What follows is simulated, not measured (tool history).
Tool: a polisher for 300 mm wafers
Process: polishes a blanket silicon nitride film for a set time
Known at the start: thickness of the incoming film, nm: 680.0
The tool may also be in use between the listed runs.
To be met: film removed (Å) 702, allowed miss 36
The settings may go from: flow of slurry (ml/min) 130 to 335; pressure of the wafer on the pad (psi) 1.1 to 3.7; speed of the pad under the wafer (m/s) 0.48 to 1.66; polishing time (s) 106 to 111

| run | hour | flow of slurry (ml/min) | pressure of the wafer on the pad (psi) | speed of the pad under the wafer (m/s) | polishing time (s) | film removed (Å) |
|---|---|---|---|---|---|---|
| 1 | 0 | 215 | 2.4 | 1.06 | 106 | 1076.7 |
| 2 | 3.2 | 215 | 2.4 | 1.24 | 106 | 1224.6 |
| 3 | 6.7 | 215 | 2.6 | 1.24 | 106 | 1338.4 |
| 4 | 9.1 | 215 | 2 | 1.24 | 106 | 1038.4 |
| 5 | 10 | 215 | 2 | 1.24 | 106 | 1023.6 |
| 6 | 10.9 | 215 | 2.2 | 1.24 | 106 | 1112.8 |
| 7 | 16.2 | 215 | 1.6 | 1.18 | 106 | 813.74 |
| 8 | 17.1 | 215 | 1.5 | 1.18 | 106 | 772.46 |

Which of these 5 next moves meets every target?
| A | 18 | 235 | 1.4 | 1.1 | 109 | ? |
| B | 18 | 195 | 1.2 | 1.18 | 106 | ? |
| C | 18 | 205 | 1.7 | 1 | 111 | ? |
| D | 18 | 200 | 1.6 | 1.22 | 108 | ? |
| E | 18 | 275 | 2.2 | 0.8 | 106 | ? |

| move | film removed (Å) |
|---|---|
| A | 692.56 |
| B | 603.75 |
| C | 775.4 |
| D | 832.43 |
| E | 817.28 |
A: meets every target
B: takes the result that was furthest off past its target
C: as far off as the last run
D: further off than the last run
E: further off than the last run
Answer: A

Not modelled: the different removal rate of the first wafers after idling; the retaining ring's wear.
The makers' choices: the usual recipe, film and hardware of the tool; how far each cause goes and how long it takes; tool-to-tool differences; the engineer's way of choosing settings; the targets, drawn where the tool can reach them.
